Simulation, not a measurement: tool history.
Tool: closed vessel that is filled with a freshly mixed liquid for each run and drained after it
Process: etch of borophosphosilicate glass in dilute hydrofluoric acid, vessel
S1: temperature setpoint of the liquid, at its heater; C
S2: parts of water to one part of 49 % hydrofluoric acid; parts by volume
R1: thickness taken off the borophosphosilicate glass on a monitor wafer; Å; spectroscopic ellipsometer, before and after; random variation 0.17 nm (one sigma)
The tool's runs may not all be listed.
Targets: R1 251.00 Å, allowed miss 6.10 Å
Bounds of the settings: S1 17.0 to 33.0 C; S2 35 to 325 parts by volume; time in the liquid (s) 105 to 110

{"run": 1, "hour": 0.0, "S1": 25.0, "S2": 180, "time in the liquid (s)": 105, "R1": 347.98}
{"run": 2, "hour": 8.1, "S1": 23.5, "S2": 180, "time in the liquid (s)": 105, "R1": 333.15}
{"run": 3, "hour": 9.0, "S1": 23.5, "S2": 180, "time in the liquid (s)": 105, "R1": 330.12}
{"run": 4, "hour": 12.0, "S1": 23.5, "S2": 145, "time in the liquid (s)": 105, "R1": 422.36}
{"run": 5, "hour": 13.5, "S1": 22.5, "S2": 155, "time in the liquid (s)": 105, "R1": 383.76}
{"run": 6, "hour": 19.6, "S1": 22.5, "S2": 190, "time in the liquid (s)": 105, "R1": 297.82}
{"run": 7, "hour": 25.4, "S1": 21.5, "S2": 190, "time in the liquid (s)": 105, "R1": 284.31}
{"run": 8, "hour": 27.7, "S1": 21.0, "S2": 190, "time in the liquid (s)": 105, "R1": 280.07}
{"run": 9, "hour": 29.4, "S1": 20.5, "S2": 190, "time in the liquid (s)": 105, "R1": 275.39}

Which of these 5 next moves meets every target?
{"run": "A", "hour": 31.1, "S1": 20.0, "S2": 190, "time in the liquid (s)": 105, "R1": "?"}
{"run": "B", "hour": 31.1, "S1": 18.0, "S2": 180, "time in the liquid (s)": 105, "R1": "?"}
{"run": "C", "hour": 31.1, "S1": 20.5, "S2": 180, "time in the liquid (s)": 105, "R1": "?"}
{"run": "D", "hour": 31.1, "S1": 21.5, "S2": 225, "time in the liquid (s)": 105, "R1": "?"}
{"run": "E", "hour": 31.1, "S1": 21.5, "S2": 210, "time in the liquid (s)": 105, "R1": "?"}

move=A R1=269.93
move=B R1=265.93
move=C R1=293.45
move=D R1=233.14
move=E R1=253.55
A: nearer than the last run, and not there yet
B: nearer than the last run, and not there yet
C: further off than the last run
D: takes the result that was furthest off past its target
E: meets every target
Move E is the one to make.
